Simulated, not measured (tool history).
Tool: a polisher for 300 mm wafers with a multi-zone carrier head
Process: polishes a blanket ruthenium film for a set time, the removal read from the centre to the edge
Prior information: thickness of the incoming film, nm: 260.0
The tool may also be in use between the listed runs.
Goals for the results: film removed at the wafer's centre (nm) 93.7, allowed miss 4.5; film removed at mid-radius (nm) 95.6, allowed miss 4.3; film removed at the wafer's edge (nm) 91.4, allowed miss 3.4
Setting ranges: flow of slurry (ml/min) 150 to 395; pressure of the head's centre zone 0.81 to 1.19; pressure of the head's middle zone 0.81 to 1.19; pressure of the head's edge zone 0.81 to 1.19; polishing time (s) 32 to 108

run,hour,flow of slurry (ml/min),pressure of the head's centre zone,pressure of the head's middle zone,pressure of the head's edge zone,polishing time (s),film removed at the wafer's centre (nm),film removed at mid-radius (nm),film removed at the wafer's edge (nm)
1,0,250,1,1,1,70,74.893,75.908,77.564
2,1.3,250,1,1,1.05,70,73.544,77.116,79.052
3,8.6,250,1,1,1.02,70,75.01,79.581,78.66
4,14.9,250,1,0.92,1.02,70,73.257,72.29,78.581
5,16,225,1,0.92,1.02,70,72.289,72.134,77.527
6,23.5,170,1,0.92,1.02,70,70.706,67.579,74.006
7,30.4,170,1,0.92,1.02,70,69.124,69.136,74.77
8,33.4,205,1.03,0.98,1.05,73,76.755,76.382,80.98
9,42.1,240,1.05,1.03,1.05,74,80.005,82.952,84.279
10,47.2,265,1.08,1.06,1.04,75,85.621,89.961,85.027

Exercise: of the 5 proposed moves below, exactly one satisfies all targets within the stated allowed misses. Which move is it?
A,52.3,310,1.19,1.02,0.86,69,?,?,?
B,52.3,275,1.05,0.95,1.08,80,?,?,?
C,52.3,315,1.11,0.85,0.86,82,?,?,?
D,52.3,265,1.11,1.03,0.98,82,?,?,?
E,52.3,285,1.13,1.19,0.97,77,?,?,?

move,film removed at the wafer's centre (nm),film removed at mid-radius (nm),film removed at the wafer's edge (nm)
A,85.95,79.719,73.458
B,91.411,85.978,94.077
C,98.141,81.514,87.6
D,96.297,93.941,91.555
E,92.288,100.65,85.899
A: the biggest miss grows against the last run
B: corrects the largest miss of the last run, while another result sits out of spec
C: the biggest miss grows against the last run
D: each result inside its tolerance
E: an improvement on the last run, though not all results are within tolerance
So the answer is move D, the one that meets all the targets.
